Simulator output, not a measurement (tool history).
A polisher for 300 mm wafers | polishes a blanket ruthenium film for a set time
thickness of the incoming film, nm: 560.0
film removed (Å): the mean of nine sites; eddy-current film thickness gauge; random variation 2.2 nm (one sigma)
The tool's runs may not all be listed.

run  hour  flow of slurry (ml/min)  pressure of the wafer on the pad (psi)  speed of the pad under the wafer (cm/s)  polishing time (s)  film removed (Å)
  1     0                      260                                     2.1                                      116                  85            1195.1
  2     8                      260                                     2.1                                      116                  85            1147.5
  3  15.3                      260                                     2.1                                      116                  89            1263.4
  4  18.3                      260                                     2.2                                      116                  89            1316.3
  5    25                      260                                     2.2                                      116                  89            1290.9
  6    26                      260                                     2.4                                      116                  89            1373.9

Forecast run 7:
  7  31.6                      260                                     2.5                                      118                  89                 ?

Run 7 gave film removed (Å) 1497.
